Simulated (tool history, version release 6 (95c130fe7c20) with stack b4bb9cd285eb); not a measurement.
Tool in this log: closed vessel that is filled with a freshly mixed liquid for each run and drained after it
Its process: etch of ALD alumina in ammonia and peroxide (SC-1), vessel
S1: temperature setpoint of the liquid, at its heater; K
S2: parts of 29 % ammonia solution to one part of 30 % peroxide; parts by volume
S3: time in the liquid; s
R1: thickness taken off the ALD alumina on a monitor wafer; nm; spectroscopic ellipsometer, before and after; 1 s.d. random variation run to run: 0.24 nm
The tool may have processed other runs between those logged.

{"run": 1, "hour": 0.0, "S1": 325.15, "S2": 0.55, "S3": 335, "R1": 17.287}
{"run": 2, "hour": 1.7, "S1": 325.15, "S2": 0.55, "S3": 335, "R1": 17.471}
{"run": 3, "hour": 5.3, "S1": 325.15, "S2": 0.75, "S3": 335, "R1": 17.748}
{"run": 4, "hour": 12.4, "S1": 322.15, "S2": 0.75, "S3": 335, "R1": 15.034}
{"run": 5, "hour": 18.1, "S1": 322.15, "S2": 0.75, "S3": 255, "R1": 11.555}
{"run": 6, "hour": 25.9, "S1": 322.15, "S2": 0.95, "S3": 255, "R1": 11.659}
{"run": 7, "hour": 31.9, "S1": 325.15, "S2": 0.95, "S3": 255, "R1": 13.953}
{"run": 8, "hour": 32.4, "S1": 327.65, "S2": 0.95, "S3": 255, "R1": 16.063}

Run 9, settings as shown, results not yet in. Your forecast:
{"run": 9, "hour": 41.4, "S1": 329.65, "S2": 0.95, "S3": 255, "R1": "?"}

Run 9 came out at R1 17.808 nm.
